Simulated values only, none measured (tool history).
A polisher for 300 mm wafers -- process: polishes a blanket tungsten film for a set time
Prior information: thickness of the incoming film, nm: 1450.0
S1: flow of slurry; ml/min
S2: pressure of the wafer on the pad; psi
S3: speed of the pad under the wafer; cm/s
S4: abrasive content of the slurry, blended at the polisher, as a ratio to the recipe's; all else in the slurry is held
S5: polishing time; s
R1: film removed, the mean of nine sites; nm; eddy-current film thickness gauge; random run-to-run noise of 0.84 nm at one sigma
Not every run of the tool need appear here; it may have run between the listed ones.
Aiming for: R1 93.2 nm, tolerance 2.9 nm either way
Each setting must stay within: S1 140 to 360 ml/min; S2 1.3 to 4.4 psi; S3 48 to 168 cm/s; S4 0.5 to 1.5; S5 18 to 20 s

run 1 hour=0 | S1=230 S2=2.8 S3=108 S4=1 S5=20 | R1=57.494
run 2 hour=7.2 | S1=235 S2=3.2 S3=108 S4=1 S5=20 | R1=65.04
run 3 hour=12.3 | S1=235 S2=3.5 S3=108 S4=1 S5=20 | R1=70.76
run 4 hour=20.5 | S1=235 S2=3.5 S3=108 S4=0.9 S5=20 | R1=69.62
run 5 hour=26.7 | S1=235 S2=3.5 S3=108 S4=0.7 S5=20 | R1=64.849
run 6 hour=33 | S1=235 S2=3.5 S3=128 S4=0.7 S5=20 | R1=76.602
run 7 hour=40.6 | S1=235 S2=3.7 S3=128 S4=0.7 S5=20 | R1=79.251
run 8 hour=44.5 | S1=240 S2=3.8 S3=128 S4=0.7 S5=20 | R1=82.772
run 9 hour=46.1 | S1=260 S2=4.1 S3=128 S4=0.7 S5=20 | R1=88.81

5 candidate next runs follow, results not yet known. Just one meets every target within its allowed miss. Identify it.
run A hour=47.7 | S1=250 S2=4.3 S3=120 S4=0.75 S5=19 | R1=?
run B hour=47.7 | S1=265 S2=4.4 S3=118 S4=0.65 S5=20 | R1=?
run C hour=47.7 | S1=225 S2=4.3 S3=128 S4=0.65 S5=19 | R1=?
run D hour=47.7 | S1=255 S2=3.9 S3=122 S4=0.8 S5=20 | R1=?
run E hour=47.7 | S1=265 S2=4.3 S3=130 S4=0.75 S5=19 | R1=?

move=A R1=84.257
move=B R1=86.476
move=C R1=85.493
move=D R1=83.783
move=E R1=91.637
A: lands further from the targets than the last run did
B: lands further from the targets than the last run did
C: lands further from the targets than the last run did
D: lands further from the targets than the last run did
E: hits every target within its allowed miss
E is the move that brings every result within its allowed miss.
